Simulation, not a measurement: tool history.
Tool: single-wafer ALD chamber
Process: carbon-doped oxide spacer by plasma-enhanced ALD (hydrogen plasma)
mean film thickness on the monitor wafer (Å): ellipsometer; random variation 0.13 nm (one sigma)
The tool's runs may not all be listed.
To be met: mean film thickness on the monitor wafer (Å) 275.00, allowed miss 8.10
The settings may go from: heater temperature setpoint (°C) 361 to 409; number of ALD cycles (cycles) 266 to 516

run  hour  heater temperature setpoint (°C)  number of ALD cycles (cycles)  mean film thickness on the monitor wafer (Å)
  1   0.0                               385                            391                                        215.68
  2   4.8                               385                            343                                        189.72
  3   6.6                               385                            377                                        208.76
  4  14.8                               385                            402                                        224.71
  5  18.3                               385                            419                                        232.72
  6  21.1                               393                            419                                        231.27
  7  23.9                               393                            435                                        240.79
     26.7  -- thermocouple changed; heater temperature recalibrated
  8  26.7                               393                            435                                        241.76
  9  34.7                               393                            447                                        248.15
 10  36.5                               393                            457                                        252.04
 11  39.7                               393                            466                                        256.65
 12  46.1                               393                            474                                        263.42

5 next moves are on the table. One of them brings every result within its allowed miss. Which?
  A  52.5                               388                            449                                             ?
  B  52.5                               401                            494                                             ?
  C  52.5                               394                            469                                             ?
  D  52.5                               388                            465                                             ?
  E  52.5                               394                            459                                             ?

move  mean film thickness on the monitor wafer (Å)
   A                                        249.71
   B                                        274.74
   C                                        260.83
   D                                        258.61
   E                                        255.27
A: further off than the last run
B: meets every target
C: further off than the last run
D: further off than the last run
E: further off than the last run
Answer: B
